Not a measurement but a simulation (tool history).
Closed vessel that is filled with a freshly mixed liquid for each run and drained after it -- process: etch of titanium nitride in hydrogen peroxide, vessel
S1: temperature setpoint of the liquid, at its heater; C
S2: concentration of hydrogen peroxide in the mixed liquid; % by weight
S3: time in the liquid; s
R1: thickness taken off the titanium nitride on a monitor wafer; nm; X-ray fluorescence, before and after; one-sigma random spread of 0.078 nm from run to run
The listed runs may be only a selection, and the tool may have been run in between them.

run  hour    S1    S2   S3      R1
  1   0.0  54.0  24.0  650  69.683
  2   3.1  47.0  24.0  650  42.240
  3   7.6  42.5  24.0  650  30.184
  4   8.6  48.5  24.0  650  46.857
  5  13.4  48.5  24.0  650  47.132
  6  14.4  48.5  21.5  650  45.921
  7  15.7  47.5  21.5  650  42.581
  8  17.3  46.5  21.5  650  39.823
  9  18.9  45.5  21.5  650  36.864
 10  26.5  39.5  21.5  650  23.422

Run 11 comes next. What will it give?
 11  32.5  40.5  21.5  650   ?

R1: 25.236 nm
